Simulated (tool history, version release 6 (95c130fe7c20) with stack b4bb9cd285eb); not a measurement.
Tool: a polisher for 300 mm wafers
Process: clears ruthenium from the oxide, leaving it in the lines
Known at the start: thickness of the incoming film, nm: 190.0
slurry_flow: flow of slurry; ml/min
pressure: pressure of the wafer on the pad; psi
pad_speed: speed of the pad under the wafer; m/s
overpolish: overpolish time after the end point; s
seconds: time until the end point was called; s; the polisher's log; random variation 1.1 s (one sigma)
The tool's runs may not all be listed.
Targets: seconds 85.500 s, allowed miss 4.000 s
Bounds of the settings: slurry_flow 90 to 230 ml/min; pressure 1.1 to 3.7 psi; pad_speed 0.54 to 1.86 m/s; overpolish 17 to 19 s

run  hour  slurry_flow  pressure  pad_speed  overpolish  seconds
  1   0.0          150       2.4       1.18          17  110.830
  2   2.4          150       2.4       1.00          17  133.500
  3   3.3          150       2.4       0.78          17  166.590
  4   5.3          120       2.4       0.78          17  178.000
  5   9.7          120       2.4       0.78          17  177.300
  6  16.7          120       2.6       0.78          17  160.220
  7  25.1          135       3.0       0.80          17  134.840
  8  26.8          145       3.2       0.86          17  115.800

5 next moves are on the table. One of them brings every result within its allowed miss. Which?
  A  28.5          170       3.6       0.90          19        ?
  B  28.5          145       2.8       1.24          17        ?
  C  28.5          155       2.9       0.82          19        ?
  D  28.5          185       2.2       1.46          18        ?
  E  28.5          135       3.7       1.02          17        ?

move  seconds
   A   95.785
   B   92.441
   C  131.470
   D   95.559
   E   86.307
A: nearer than the last run, and not there yet
B: nearer than the last run, and not there yet
C: further off than the last run
D: nearer than the last run, and not there yet
E: meets every target
The right move is E.
